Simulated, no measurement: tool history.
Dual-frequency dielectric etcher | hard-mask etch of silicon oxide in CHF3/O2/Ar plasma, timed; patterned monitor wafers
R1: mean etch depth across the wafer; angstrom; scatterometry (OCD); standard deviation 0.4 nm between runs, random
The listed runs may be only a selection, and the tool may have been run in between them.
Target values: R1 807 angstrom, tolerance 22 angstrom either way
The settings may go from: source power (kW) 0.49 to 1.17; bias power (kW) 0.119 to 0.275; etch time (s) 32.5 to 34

Run 1, day 0: source power (kW) 0.83, bias power (kW) 0.197, etch time (s) 32.5. Result: R1 718.73 angstrom.
Run 2, day 0.146: source power (kW) 0.94, bias power (kW) 0.197, etch time (s) 32.5. Result: R1 740.48 angstrom.
Run 3, day 0.317: source power (kW) 1.09, bias power (kW) 0.197, etch time (s) 32.5. Result: R1 774.6 angstrom.
Run 4, day 0.533: source power (kW) 1.09, bias power (kW) 0.198, etch time (s) 32.5. Result: R1 773.97 angstrom.
Run 5, day 0.762: source power (kW) 1.09, bias power (kW) 0.199, etch time (s) 32.5. Result: R1 782.05 angstrom.
Run 6, day 1.083: source power (kW) 1.09, bias power (kW) 0.2, etch time (s) 32.5. Result: R1 774.04 angstrom.
Run 7, day 1.317: source power (kW) 1.09, bias power (kW) 0.202, etch time (s) 32.5. Result: R1 773.34 angstrom.
Run 8, day 1.6: source power (kW) 1.09, bias power (kW) 0.203, etch time (s) 32.5. Result: R1 780.09 angstrom.
Run 9, day 1.958: source power (kW) 1.09, bias power (kW) 0.204, etch time (s) 32.5. Result: R1 782.6 angstrom.

5 candidate next runs follow, results not yet known. Just one meets every target within its allowed miss. Identify it.
Run A, day 2.317: source power (kW) 1.12, bias power (kW) 0.162, etch time (s) 32.5. Result: R1 ?.
Run B, day 2.317: source power (kW) 1.04, bias power (kW) 0.226, etch time (s) 33.5. Result: R1 ?.
Run C, day 2.317: source power (kW) 1.12, bias power (kW) 0.182, etch time (s) 32.5. Result: R1 ?.
Run D, day 2.317: source power (kW) 1, bias power (kW) 0.192, etch time (s) 33. Result: R1 ?.
Run E, day 2.317: source power (kW) 1.03, bias power (kW) 0.173, etch time (s) 34. Result: R1 ?.

move      R1
   A  743.36
   B   816.5
   C  764.84
   D  761.69
   E  770.97
A: the biggest miss grows against the last run
B: each result inside its tolerance
C: the biggest miss grows against the last run
D: the biggest miss grows against the last run
E: the biggest miss grows against the last run
Correct choice: B, which meets every target
